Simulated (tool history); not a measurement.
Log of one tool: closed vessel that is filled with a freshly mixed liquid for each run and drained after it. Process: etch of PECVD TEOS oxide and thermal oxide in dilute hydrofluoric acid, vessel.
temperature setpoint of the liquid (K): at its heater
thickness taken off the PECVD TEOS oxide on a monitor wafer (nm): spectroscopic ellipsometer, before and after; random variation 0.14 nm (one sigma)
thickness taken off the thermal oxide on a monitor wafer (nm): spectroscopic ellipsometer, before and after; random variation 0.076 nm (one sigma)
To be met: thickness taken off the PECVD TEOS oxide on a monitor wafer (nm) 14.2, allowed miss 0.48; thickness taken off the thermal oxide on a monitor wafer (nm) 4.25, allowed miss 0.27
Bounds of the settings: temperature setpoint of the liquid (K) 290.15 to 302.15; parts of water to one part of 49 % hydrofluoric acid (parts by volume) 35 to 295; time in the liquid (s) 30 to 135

| run | hour | temperature setpoint of the liquid (K) | parts of water to one part of 49 % hydrofluoric acid (parts by volume) | time in the liquid (s) | thickness taken off the PECVD TEOS oxide on a monitor wafer (nm) | thickness taken off the thermal oxide on a monitor wafer (nm) |
|---|---|---|---|---|---|---|
| 1 | 0 | 294.15 | 165 | 70 | 5.9234 | 1.7132 |
| 2 | 0.6 | 294.15 | 165 | 100 | 8.2096 | 2.5063 |
| 3 | 6.3 | 296.65 | 155 | 100 | 9.8997 | 3.0349 |
| 4 | 14.7 | 298.15 | 150 | 100 | 10.976 | 3.2691 |
| 5 | 23.1 | 298.15 | 150 | 110 | 11.744 | 3.7375 |
| 6 | 28.6 | 299.65 | 145 | 105 | 12.571 | 3.6937 |
| 7 | 36.6 | 299.65 | 140 | 105 | 13.069 | 3.9343 |
| 8 | 39 | 300.15 | 140 | 105 | 13.38 | 4.128 |

Which of these 4 next moves meets every target?
| A | 41.4 | 296.65 | 115 | 100 | ? | ? |
| B | 41.4 | 300.65 | 135 | 90 | ? | ? |
| C | 41.4 | 297.65 | 145 | 115 | ? | ? |
| D | 41.4 | 302.15 | 155 | 105 | ? | ? |

| move | thickness taken off the PECVD TEOS oxide on a monitor wafer (nm) | thickness taken off the thermal oxide on a monitor wafer (nm) |
|---|---|---|
| A | 14.221 | 4.2257 |
| B | 12.402 | 3.6853 |
| C | 13.016 | 3.8678 |
| D | 12.983 | 3.8579 |
A: meets every target
B: further off than the last run
C: further off than the last run
D: further off than the last run
The right move is A.
